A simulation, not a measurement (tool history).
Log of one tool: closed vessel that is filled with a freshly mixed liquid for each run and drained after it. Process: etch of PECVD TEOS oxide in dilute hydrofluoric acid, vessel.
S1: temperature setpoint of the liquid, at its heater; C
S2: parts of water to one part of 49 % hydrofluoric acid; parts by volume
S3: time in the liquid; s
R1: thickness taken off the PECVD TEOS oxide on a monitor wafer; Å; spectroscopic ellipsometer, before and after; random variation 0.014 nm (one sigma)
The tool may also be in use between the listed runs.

Run 1, hour 0: S1 21 C, S2 85 parts by volume, S3 45 s. Result: R1 58.048 Å.
Run 2, hour 1.3: S1 20.5 C, S2 90 parts by volume, S3 45 s. Result: R1 53.298 Å.
Run 3, hour 2.5: S1 20 C, S2 95 parts by volume, S3 45 s. Result: R1 49.498 Å.
Run 4, hour 4.9: S1 19.5 C, S2 100 parts by volume, S3 45 s. Result: R1 45.836 Å.
Run 5, hour 7.4: S1 19.5 C, S2 100 parts by volume, S3 35 s. Result: R1 35.739 Å.
Run 6, hour 13.5: S1 18 C, S2 100 parts by volume, S3 35 s. Result: R1 33.404 Å.
Run 7, hour 14.8: S1 17.5 C, S2 105 parts by volume, S3 35 s. Result: R1 31.128 Å.

Forecast run 8:
Run 8, hour 23.2: S1 17 C, S2 105 parts by volume, S3 35 s. Result: R1 ?.

Run 8 gave R1 30.357 Å.
